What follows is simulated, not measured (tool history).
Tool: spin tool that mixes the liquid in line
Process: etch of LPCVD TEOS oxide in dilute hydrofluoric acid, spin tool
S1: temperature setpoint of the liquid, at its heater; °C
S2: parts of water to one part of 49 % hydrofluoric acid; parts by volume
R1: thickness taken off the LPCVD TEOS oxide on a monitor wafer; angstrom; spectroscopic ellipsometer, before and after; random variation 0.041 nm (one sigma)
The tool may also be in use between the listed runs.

run 1 day=0.000 | S1=24.0 S2=170 time_under_the_liquid_(s)=85 | R1=75.061
run 2 day=0.046 | S1=22.5 S2=170 time_under_the_liquid_(s)=85 | R1=72.180
run 3 day=0.117 | S1=25.0 S2=170 time_under_the_liquid_(s)=85 | R1=79.132
run 4 day=0.317 | S1=23.5 S2=170 time_under_the_liquid_(s)=85 | R1=73.823
run 5 day=0.396 | S1=22.5 S2=170 time_under_the_liquid_(s)=85 | R1=71.316
run 6 day=0.700 | S1=21.5 S2=170 time_under_the_liquid_(s)=85 | R1=68.407
run 7 day=0.854 | S1=21.0 S2=170 time_under_the_liquid_(s)=85 | R1=66.407

Run 8 comes next. What will it give?
run 8 day=1.196 | S1=20.5 S2=170 time_under_the_liquid_(s)=85 | R1=?

{"run 8": {"R1": 66.049}}

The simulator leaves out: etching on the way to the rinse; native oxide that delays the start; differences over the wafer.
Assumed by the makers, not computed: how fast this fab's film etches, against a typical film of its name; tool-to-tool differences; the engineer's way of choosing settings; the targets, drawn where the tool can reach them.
